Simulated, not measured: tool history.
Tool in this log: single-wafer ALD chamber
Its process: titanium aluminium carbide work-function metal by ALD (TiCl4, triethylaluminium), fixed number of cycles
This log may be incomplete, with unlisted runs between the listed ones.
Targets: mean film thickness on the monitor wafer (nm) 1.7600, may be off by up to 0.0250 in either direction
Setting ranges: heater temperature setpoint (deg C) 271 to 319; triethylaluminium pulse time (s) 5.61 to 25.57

run,hour,heater temperature setpoint (deg C),triethylaluminium pulse time (s),mean film thickness on the monitor wafer (nm)
1,0.0,295,15.59,1.9095
2,3.8,292,15.36,1.8617
3,12.4,290,15.25,1.8499
4,16.3,300,15.25,1.9328
5,19.7,311,15.25,2.0278
6,28.0,315,15.25,2.0834
7,35.7,309,14.78,2.0223
8,41.1,304,14.63,1.9773
9,42.2,299,14.65,1.9186
10,49.0,296,14.32,1.8916
11,57.9,294,14.03,1.8826
12,65.5,291,13.89,1.8595
13,66.8,289,13.82,1.8474
14,69.0,287,13.82,1.8155

Exactly one of the 4 candidate moves below puts every result within its allowed miss. Which one?
A,71.2,289,12.35,?
B,71.2,293,15.48,?
C,71.2,291,14.99,?
D,71.2,279,15.06,?

move,mean film thickness on the monitor wafer (nm)
A,1.8259
B,1.8766
C,1.8575
D,1.7532
A: its largest miss is bigger than the last run's
B: its largest miss is bigger than the last run's
C: its largest miss is bigger than the last run's
D: every result lands within tolerance
The right move is D.
